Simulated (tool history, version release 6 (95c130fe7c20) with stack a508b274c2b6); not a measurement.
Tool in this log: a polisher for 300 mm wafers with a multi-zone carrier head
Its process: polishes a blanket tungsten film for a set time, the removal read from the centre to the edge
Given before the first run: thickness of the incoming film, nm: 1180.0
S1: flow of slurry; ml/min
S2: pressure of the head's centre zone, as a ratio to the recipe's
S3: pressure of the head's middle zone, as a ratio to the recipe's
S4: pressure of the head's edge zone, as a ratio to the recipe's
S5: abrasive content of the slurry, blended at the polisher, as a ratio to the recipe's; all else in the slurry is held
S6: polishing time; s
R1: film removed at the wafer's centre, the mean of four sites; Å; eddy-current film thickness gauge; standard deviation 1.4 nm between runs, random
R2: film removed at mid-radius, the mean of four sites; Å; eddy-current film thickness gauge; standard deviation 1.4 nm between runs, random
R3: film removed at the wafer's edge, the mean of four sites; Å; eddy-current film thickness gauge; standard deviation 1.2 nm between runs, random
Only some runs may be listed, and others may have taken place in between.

| run | hour | S1 | S2 | S3 | S4 | S5 | S6 | R1 | R2 | R3 |
|---|---|---|---|---|---|---|---|---|---|---|
| 1 | 0.0 | 280 | 1.00 | 1.00 | 1.00 | 1.00 | 34 | 1583.6 | 1659.4 | 1622.2 |
| 2 | 8.2 | 280 | 0.99 | 1.01 | 0.99 | 0.95 | 33 | 1526.3 | 1596.7 | 1538.4 |
| 3 | 13.9 | 240 | 0.99 | 1.01 | 0.99 | 0.95 | 33 | 1512.2 | 1593.7 | 1519.1 |
| 4 | 19.0 | 240 | 0.99 | 1.01 | 1.02 | 0.95 | 33 | 1488.5 | 1608.2 | 1537.0 |
| 5 | 25.8 | 240 | 0.99 | 1.01 | 1.02 | 0.95 | 39 | 1810.5 | 1869.2 | 1854.3 |
| 6 | 27.9 | 235 | 0.98 | 1.01 | 1.01 | 0.90 | 37 | 1677.1 | 1760.6 | 1684.7 |
| 7 | 35.8 | 235 | 0.96 | 1.01 | 1.01 | 0.85 | 36 | 1602.3 | 1676.4 | 1674.9 |

For run 8, what comes out?
| 8 | 43.3 | 230 | 0.96 | 1.02 | 1.00 | 0.80 | 34 | ? | ? | ? |

R1: 1452.5 Å
R2: 1584.4 Å
R3: 1500.9 Å

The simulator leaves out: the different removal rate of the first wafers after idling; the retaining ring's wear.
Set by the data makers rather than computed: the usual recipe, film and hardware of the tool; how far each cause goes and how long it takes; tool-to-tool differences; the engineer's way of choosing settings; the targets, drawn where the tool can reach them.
